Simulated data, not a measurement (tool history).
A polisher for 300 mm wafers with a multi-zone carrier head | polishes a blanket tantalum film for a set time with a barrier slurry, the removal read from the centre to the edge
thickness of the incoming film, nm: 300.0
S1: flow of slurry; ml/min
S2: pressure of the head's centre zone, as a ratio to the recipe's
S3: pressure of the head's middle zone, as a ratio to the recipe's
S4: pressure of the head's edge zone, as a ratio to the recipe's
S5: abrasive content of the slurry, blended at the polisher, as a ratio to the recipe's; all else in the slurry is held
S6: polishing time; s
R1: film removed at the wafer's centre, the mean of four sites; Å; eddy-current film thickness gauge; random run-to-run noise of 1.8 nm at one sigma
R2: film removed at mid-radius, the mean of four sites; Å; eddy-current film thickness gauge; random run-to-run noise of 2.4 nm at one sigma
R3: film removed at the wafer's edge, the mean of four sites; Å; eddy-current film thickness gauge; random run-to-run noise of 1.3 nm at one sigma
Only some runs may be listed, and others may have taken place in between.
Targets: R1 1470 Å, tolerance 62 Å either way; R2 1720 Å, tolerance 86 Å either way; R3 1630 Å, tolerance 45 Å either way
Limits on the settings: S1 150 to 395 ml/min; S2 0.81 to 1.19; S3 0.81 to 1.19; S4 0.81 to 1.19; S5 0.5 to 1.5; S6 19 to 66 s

| run | hour | S1 | S2 | S3 | S4 | S5 | S6 | R1 | R2 | R3 |
|---|---|---|---|---|---|---|---|---|---|---|
| 1 | 0 | 250 | 1 | 1 | 1 | 1 | 42 | 1016.9 | 1026 | 1074.5 |
| 2 | 4.3 | 250 | 1 | 1 | 0.92 | 1 | 42 | 1041.3 | 1040.2 | 1023.1 |
| 3 | 7.1 | 250 | 1.04 | 1 | 0.92 | 1 | 42 | 1076.9 | 1037.2 | 1024.3 |
| 4 | 12.1 | 250 | 1.04 | 1.08 | 0.92 | 1 | 42 | 1071.9 | 1125.8 | 1040.7 |
| 5 | 13.9 | 250 | 1.04 | 1.08 | 0.97 | 1 | 42 | 1070.2 | 1121.5 | 1052.3 |
| 6 | 16.3 | 200 | 1.04 | 1.08 | 0.97 | 1 | 42 | 1021 | 1042.5 | 1000 |
| 7 | 25.3 | 200 | 1.04 | 1.08 | 0.97 | 1 | 42 | 1031 | 1063.8 | 1014.3 |
| 8 | 32.4 | 240 | 1.04 | 1.11 | 1.02 | 1.15 | 44 | 1140.5 | 1195.8 | 1158.7 |
| 9 | 34.1 | 265 | 0.99 | 1.19 | 1.08 | 1.4 | 54 | 1452.2 | 1669 | 1536.2 |
|  | 41.3 | slurry nozzle cleaned |
| 10 | 41.3 | 275 | 0.96 | 1.19 | 1.15 | 1.5 | 55 | 1546.6 | 1903.7 | 1717.9 |
| 11 | 43.6 | 265 | 0.96 | 1.17 | 1.13 | 1.5 | 55 | 1566.1 | 1842.2 | 1706.5 |
| 12 | 48.7 | 260 | 0.95 | 1.16 | 1.12 | 1.5 | 55 | 1507.8 | 1846.6 | 1714.5 |
| 13 | 56.2 | 255 | 0.96 | 1.15 | 1.1 | 1.5 | 55 | 1570.9 | 1791.4 | 1670.5 |

Which one of the following 4 next-run settings gets every result inside its allowed miss? There is exactly one.
| A | 63.7 | 310 | 0.96 | 1.15 | 1.19 | 1.15 | 54 | ? | ? | ? |
| B | 63.7 | 315 | 0.99 | 1.19 | 0.99 | 1.5 | 55 | ? | ? | ? |
| C | 63.7 | 290 | 0.91 | 1.15 | 0.99 | 1.5 | 59 | ? | ? | ? |
| D | 63.7 | 335 | 0.97 | 1.17 | 1 | 1.5 | 54 | ? | ? | ? |

| move | R1 | R2 | R3 |
|---|---|---|---|
| A | 1492.9 | 1710.9 | 1604.7 |
| B | 1660.5 | 1899.4 | 1602.9 |
| C | 1620.4 | 1962.2 | 1709.1 |
| D | 1607.2 | 1848.7 | 1587.5 |
A: in spec on every target
B: misses by more than the last run did
C: misses by more than the last run did
D: misses by more than the last run did
Answer: A
